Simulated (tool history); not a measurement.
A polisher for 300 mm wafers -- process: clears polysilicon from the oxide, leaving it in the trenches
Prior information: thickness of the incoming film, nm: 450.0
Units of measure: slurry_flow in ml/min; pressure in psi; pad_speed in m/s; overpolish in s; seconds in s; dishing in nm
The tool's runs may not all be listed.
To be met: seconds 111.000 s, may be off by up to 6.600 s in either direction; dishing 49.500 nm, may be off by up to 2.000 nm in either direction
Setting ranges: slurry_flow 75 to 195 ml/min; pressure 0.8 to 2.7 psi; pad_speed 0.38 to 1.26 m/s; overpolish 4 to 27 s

{"run": 1, "hour": 0.0, "slurry_flow": 125, "pressure": 1.7, "pad_speed": 0.82, "overpolish": 14, "seconds": 59.201, "dishing": 55.164}
{"run": 2, "hour": 5.6, "slurry_flow": 120, "pressure": 1.4, "pad_speed": 0.8, "overpolish": 16, "seconds": 74.507, "dishing": 52.288}
{"run": 3, "hour": 11.4, "slurry_flow": 120, "pressure": 1.4, "pad_speed": 0.8, "overpolish": 12, "seconds": 75.176, "dishing": 44.625}
{"run": 4, "hour": 18.5, "slurry_flow": 115, "pressure": 1.2, "pad_speed": 0.78, "overpolish": 15, "seconds": 89.361, "dishing": 47.436}
{"run": 5, "hour": 26.7, "slurry_flow": 110, "pressure": 1.1, "pad_speed": 0.78, "overpolish": 16, "seconds": 100.1, "dishing": 45.336}
{"run": 6, "hour": 34.3, "slurry_flow": 110, "pressure": 1.1, "pad_speed": 0.78, "overpolish": 21, "seconds": 99.835, "dishing": 52.706}
{"run": 7, "hour": 37.2, "slurry_flow": 105, "pressure": 1.1, "pad_speed": 0.78, "overpolish": 21, "seconds": 101.66, "dishing": 51.599}
{"run": 8, "hour": 42.7, "slurry_flow": 100, "pressure": 1.1, "pad_speed": 0.78, "overpolish": 21, "seconds": 99.508, "dishing": 52.175}
{"run": 9, "hour": 49.4, "slurry_flow": 100, "pressure": 0.9, "pad_speed": 0.78, "overpolish": 21, "seconds": 124.4, "dishing": 46.595}

Which of these 5 next moves meets every target?
{"run": "A", "hour": 56.1, "slurry_flow": 105, "pressure": 1.1, "pad_speed": 0.7, "overpolish": 21, "seconds": "?", "dishing": "?"}
{"run": "B", "hour": 56.1, "slurry_flow": 80, "pressure": 1.0, "pad_speed": 0.88, "overpolish": 14, "seconds": "?", "dishing": "?"}
{"run": "C", "hour": 56.1, "slurry_flow": 85, "pressure": 1.2, "pad_speed": 0.76, "overpolish": 22, "seconds": "?", "dishing": "?"}
{"run": "D", "hour": 56.1, "slurry_flow": 80, "pressure": 0.8, "pad_speed": 1.0, "overpolish": 16, "seconds": "?", "dishing": "?"}
{"run": "E", "hour": 56.1, "slurry_flow": 100, "pressure": 1.0, "pad_speed": 0.82, "overpolish": 17, "seconds": "?", "dishing": "?"}

move=A seconds=107.450 dishing=49.273
move=B seconds=99.845 dishing=40.553
move=C seconds=95.423 dishing=53.502
move=D seconds=108.840 dishing=41.785
move=E seconds=101.940 dishing=45.102
A: all results in spec
B: takes the result that was furthest off past its target
C: takes the result that was furthest off past its target
D: brings the last run's worst result on target, with another outside its allowed miss
E: takes the result that was furthest off past its target
Correct choice: A, which meets every target

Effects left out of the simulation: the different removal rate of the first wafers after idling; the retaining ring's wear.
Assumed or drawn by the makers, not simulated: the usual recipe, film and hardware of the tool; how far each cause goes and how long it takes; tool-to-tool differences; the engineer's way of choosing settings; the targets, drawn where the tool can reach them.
